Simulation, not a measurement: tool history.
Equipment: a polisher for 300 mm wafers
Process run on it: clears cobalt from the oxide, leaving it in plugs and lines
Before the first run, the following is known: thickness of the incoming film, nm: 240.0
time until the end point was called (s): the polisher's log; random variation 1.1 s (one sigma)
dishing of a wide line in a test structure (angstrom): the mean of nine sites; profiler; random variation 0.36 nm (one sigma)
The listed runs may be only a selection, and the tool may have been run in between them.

run,hour,flow of slurry (ml/min),pressure of the wafer on the pad (psi),speed of the pad under the wafer (m/s),overpolish time after the end point (s),time until the end point was called (s),dishing of a wide line in a test structure (angstrom)
1,0.0,215,2.2,0.80,25,57.255,354.04
2,8.2,210,2.2,0.80,20,56.806,337.62
3,10.0,245,2.2,0.80,20,56.491,331.81
4,16.6,275,2.1,0.80,16,58.551,300.18
5,23.9,295,2.0,0.82,14,57.117,290.65
6,30.8,295,2.0,1.00,14,48.326,309.94
7,32.1,305,2.0,0.94,12,52.310,283.82

Run 8 is up next; what results do you expect?
8,34.9,315,2.0,0.92,11,?,?

Logged for run 8: time until the end point was called (s) 51.739, dishing of a wide line in a test structure (angstrom) 274.51.

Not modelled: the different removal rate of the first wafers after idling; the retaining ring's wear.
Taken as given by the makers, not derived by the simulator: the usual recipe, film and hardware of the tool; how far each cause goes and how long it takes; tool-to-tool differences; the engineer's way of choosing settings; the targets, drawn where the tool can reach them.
